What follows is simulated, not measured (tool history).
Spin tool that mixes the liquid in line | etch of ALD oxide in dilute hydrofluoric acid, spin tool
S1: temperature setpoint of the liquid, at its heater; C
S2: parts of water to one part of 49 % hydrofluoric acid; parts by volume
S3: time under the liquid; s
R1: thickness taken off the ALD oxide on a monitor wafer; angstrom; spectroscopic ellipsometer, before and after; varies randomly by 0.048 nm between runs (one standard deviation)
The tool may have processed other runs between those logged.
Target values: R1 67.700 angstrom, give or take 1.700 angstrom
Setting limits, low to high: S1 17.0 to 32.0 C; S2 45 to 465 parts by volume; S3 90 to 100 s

Run 1, hour 0.0: S1 24.0 C, S2 255 parts by volume, S3 90 s. Result: R1 94.944 angstrom.
Run 2, hour 2.4: S1 24.0 C, S2 205 parts by volume, S3 90 s. Result: R1 124.330 angstrom.
Run 3, hour 4.2: S1 24.0 C, S2 205 parts by volume, S3 100 s. Result: R1 140.790 angstrom.
Run 4, hour 5.7: S1 24.0 C, S2 205 parts by volume, S3 100 s. Result: R1 138.410 angstrom.
Run 5, hour 7.6: S1 22.5 C, S2 230 parts by volume, S3 100 s. Result: R1 113.960 angstrom.
Run 6, hour 12.1: S1 19.5 C, S2 230 parts by volume, S3 100 s. Result: R1 102.030 angstrom.
Run 7, hour 18.6: S1 19.0 C, S2 245 parts by volume, S3 100 s. Result: R1 93.178 angstrom.
Run 8, hour 20.8: S1 18.5 C, S2 260 parts by volume, S3 100 s. Result: R1 84.187 angstrom.
Run 9, hour 21.5: S1 18.0 C, S2 270 parts by volume, S3 100 s. Result: R1 79.065 angstrom.
Run 10, hour 29.3: S1 17.5 C, S2 275 parts by volume, S3 100 s. Result: R1 76.279 angstrom.
Run 11, hour 32.9: S1 17.5 C, S2 280 parts by volume, S3 100 s. Result: R1 74.220 angstrom.
Run 12, hour 37.8: S1 17.5 C, S2 285 parts by volume, S3 100 s. Result: R1 72.984 angstrom.
Run 13, hour 44.7: S1 17.5 C, S2 290 parts by volume, S3 100 s. Result: R1 71.180 angstrom.

Exercise: of the 4 proposed moves below, exactly one satisfies all targets within the stated allowed misses. Which move is it?
Run A, hour 51.6: S1 17.5 C, S2 285 parts by volume, S3 100 s. Result: R1 ?.
Run B, hour 51.6: S1 17.0 C, S2 260 parts by volume, S3 95 s. Result: R1 ?.
Run C, hour 51.6: S1 17.0 C, S2 285 parts by volume, S3 95 s. Result: R1 ?.
Run D, hour 51.6: S1 17.5 C, S2 275 parts by volume, S3 95 s. Result: R1 ?.

move      R1
   A  73.815
   B  77.048
   C  68.803
   D  73.301
A: misses by more than the last run did
B: misses by more than the last run did
C: all results in spec
D: misses by more than the last run did
Go with C: it meets all targets.

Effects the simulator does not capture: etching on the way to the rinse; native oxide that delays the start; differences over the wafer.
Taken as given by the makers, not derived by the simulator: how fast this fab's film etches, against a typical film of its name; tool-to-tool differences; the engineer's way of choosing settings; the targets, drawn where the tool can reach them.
